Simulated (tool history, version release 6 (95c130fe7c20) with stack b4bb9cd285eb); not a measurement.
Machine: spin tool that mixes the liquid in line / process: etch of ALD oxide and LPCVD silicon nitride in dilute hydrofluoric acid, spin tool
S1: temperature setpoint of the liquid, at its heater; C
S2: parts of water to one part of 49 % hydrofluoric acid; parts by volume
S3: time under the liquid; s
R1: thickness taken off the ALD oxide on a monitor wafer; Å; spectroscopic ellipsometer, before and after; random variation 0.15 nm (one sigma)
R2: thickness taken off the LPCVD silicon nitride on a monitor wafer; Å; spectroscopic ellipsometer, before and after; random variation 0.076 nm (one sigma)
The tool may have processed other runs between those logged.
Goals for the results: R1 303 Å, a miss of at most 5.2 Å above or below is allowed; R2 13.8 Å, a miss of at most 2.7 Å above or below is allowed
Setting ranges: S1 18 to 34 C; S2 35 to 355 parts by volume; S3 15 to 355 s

run,day,S1,S2,S3,R1,R2
1,0,26,195,180,96.194,5.1421
2,0.35,26,195,255,136.9,6.7768
3,0.608,27.5,175,255,163.52,8.1984
4,0.862,29,155,255,200.17,9.6098
5,1.046,30,145,255,224.76,12.843
6,1.104,30,135,255,246.06,13.257
7,1.242,30.5,130,255,259.89,12.806
8,1.442,31,130,255,263.29,12.779
9,1.779,31.5,130,255,271.34,15.488
10,1.846,30.5,100,250,346.37,16.637
11,1.979,30,105,250,321.36,16.166
12,2.183,29,105,250,309.04,14.599

Below are 4 possible settings for the next run. Only one of them brings all results inside the allowed miss of their targets. Which is it?
A,2.388,27.5,110,260,?,?
B,2.388,33,125,270,?,?
C,2.388,27,115,280,?,?
D,2.388,26,105,275,?,?

move,R1,R2
A,287.04,14.722
B,314.63,18.902
C,288.22,14.69
D,302.2,14.813
A: takes the biggest miss from the last run beyond its target
B: the biggest miss grows against the last run
C: takes the biggest miss from the last run beyond its target
D: every result within its allowed miss
So the answer is move D, the one that meets all the targets.

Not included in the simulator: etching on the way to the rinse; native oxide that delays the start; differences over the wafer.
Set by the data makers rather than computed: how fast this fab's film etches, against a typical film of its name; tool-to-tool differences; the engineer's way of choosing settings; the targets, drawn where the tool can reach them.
